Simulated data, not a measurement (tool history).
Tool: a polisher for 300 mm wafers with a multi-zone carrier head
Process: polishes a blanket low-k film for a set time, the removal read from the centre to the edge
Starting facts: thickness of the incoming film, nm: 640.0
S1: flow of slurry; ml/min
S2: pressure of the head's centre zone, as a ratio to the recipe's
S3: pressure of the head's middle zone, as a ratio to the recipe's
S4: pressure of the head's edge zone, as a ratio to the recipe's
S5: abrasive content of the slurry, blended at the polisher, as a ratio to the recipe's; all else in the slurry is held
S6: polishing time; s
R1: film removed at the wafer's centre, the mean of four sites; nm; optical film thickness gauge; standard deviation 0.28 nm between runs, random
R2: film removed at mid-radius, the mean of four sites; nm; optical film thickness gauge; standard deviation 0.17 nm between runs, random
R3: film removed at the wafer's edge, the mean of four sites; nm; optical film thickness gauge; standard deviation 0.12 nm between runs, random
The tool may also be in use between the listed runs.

run  hour   S1    S2    S3    S4    S5  S6      R1      R2      R3
  1   0.0  290  1.00  1.00  1.00  1.00  46  16.050  16.368  16.405
  2   6.8  290  1.00  1.00  1.03  1.00  46  16.110  16.397  16.571
  3  15.1  290  1.00  1.00  1.03  1.15  46  16.492  16.962  17.098
  4  18.0  300  1.03  1.04  1.03  1.20  46  17.071  17.800  17.464
  5  21.8  300  1.08  1.04  1.03  1.20  46  18.281  18.036  17.591
  6  24.2  305  1.10  1.07  1.03  1.20  46  18.604  18.292  17.317
     26.3  -- slurry nozzle cleaned
  7  26.3  310  1.11  1.09  1.03  1.25  46  20.617  20.508  18.602

Expected results for the next run?
  8  34.9  310  1.10  1.09  1.02  1.25  46   ?   ?   ?

Run 8 gave R1 20.647 nm, R2 20.579 nm, R3 18.523 nm.

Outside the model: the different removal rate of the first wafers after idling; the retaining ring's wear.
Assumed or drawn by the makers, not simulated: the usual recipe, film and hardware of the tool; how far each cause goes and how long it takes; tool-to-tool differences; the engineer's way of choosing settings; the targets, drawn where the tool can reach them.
